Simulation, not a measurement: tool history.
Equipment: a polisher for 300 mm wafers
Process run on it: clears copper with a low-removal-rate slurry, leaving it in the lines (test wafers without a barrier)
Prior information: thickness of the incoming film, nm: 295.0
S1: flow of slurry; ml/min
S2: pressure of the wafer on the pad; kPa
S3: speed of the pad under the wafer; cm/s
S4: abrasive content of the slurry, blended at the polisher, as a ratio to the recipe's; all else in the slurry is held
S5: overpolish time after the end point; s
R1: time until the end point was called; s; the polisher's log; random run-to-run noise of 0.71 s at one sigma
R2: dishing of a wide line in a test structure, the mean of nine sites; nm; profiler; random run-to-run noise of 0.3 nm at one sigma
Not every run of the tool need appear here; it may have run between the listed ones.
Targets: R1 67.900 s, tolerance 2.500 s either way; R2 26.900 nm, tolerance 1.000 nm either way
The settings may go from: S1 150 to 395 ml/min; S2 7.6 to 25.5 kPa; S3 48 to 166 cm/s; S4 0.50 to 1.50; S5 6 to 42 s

{"run": 1, "day": 0.0, "S1": 250, "S2": 16.5, "S3": 106, "S4": 1.0, "S5": 21, "R1": 123.73, "R2": 20.058}
{"run": 2, "day": 0.292, "S1": 250, "S2": 16.5, "S3": 84, "S4": 1.0, "S5": 21, "R1": 152.39, "R2": 17.798}
{"run": 3, "day": 0.596, "S1": 255, "S2": 19.3, "S3": 94, "S4": 1.0, "S5": 21, "R1": 120.51, "R2": 20.176}
{"run": 4, "day": 0.683, "S1": 255, "S2": 17.9, "S3": 94, "S4": 1.0, "S5": 21, "R1": 126.37, "R2": 19.748}
{"run": 5, "day": 0.908, "S1": 270, "S2": 20.7, "S3": 100, "S4": 1.0, "S5": 21, "R1": 104.82, "R2": 22.266}
{"run": 6, "day": 1.242, "S1": 270, "S2": 20.7, "S3": 100, "S4": 1.0, "S5": 25, "R1": 103.62, "R2": 23.834}
{"run": 7, "day": 1.404, "S1": 275, "S2": 22.1, "S3": 106, "S4": 1.0, "S5": 23, "R1": 92.344, "R2": 23.929}
{"run": 8, "day": 1.442, "S1": 275, "S2": 23.4, "S3": 110, "S4": 1.0, "S5": 23, "R1": 82.545, "R2": 24.662}
{"run": 9, "day": 1.488, "S1": 280, "S2": 24.1, "S3": 112, "S4": 1.0, "S5": 23, "R1": 81.038, "R2": 25.104}
{"run": 10, "day": 1.75, "S1": 280, "S2": 24.8, "S3": 116, "S4": 1.0, "S5": 23, "R1": 74.921, "R2": 25.833}
{"run": 11, "day": 1.925, "S1": 285, "S2": 24.8, "S3": 118, "S4": 1.0, "S5": 23, "R1": 73.755, "R2": 25.773}
{"run": 12, "day": 2.071, "S1": 285, "S2": 24.8, "S3": 120, "S4": 1.0, "S5": 23, "R1": 72.347, "R2": 26.304}
{"run": 13, "day": 2.358, "S1": 285, "S2": 24.8, "S3": 122, "S4": 1.0, "S5": 23, "R1": 70.209, "R2": 25.871}

Which one of the following 4 next-run settings gets every result inside its allowed miss? There is exactly one.
{"run": "A", "day": 2.646, "S1": 350, "S2": 23.4, "S3": 124, "S4": 1.0, "S5": 20, "R1": "?", "R2": "?"}
{"run": "B", "day": 2.646, "S1": 270, "S2": 25.5, "S3": 128, "S4": 0.8, "S5": 24, "R1": "?", "R2": "?"}
{"run": "C", "day": 2.646, "S1": 195, "S2": 22.8, "S3": 132, "S4": 1.15, "S5": 20, "R1": "?", "R2": "?"}
{"run": "D", "day": 2.646, "S1": 280, "S2": 25.5, "S3": 122, "S4": 1.1, "S5": 18, "R1": "?", "R2": "?"}

move=A R1=73.793 R2=24.548
move=B R1=69.304 R2=26.338
move=C R1=74.700 R2=24.426
move=D R1=69.493 R2=24.239
A: its largest miss is bigger than the last run's
B: every result within its allowed miss
C: its largest miss is bigger than the last run's
D: its largest miss is bigger than the last run's
B meets every target.
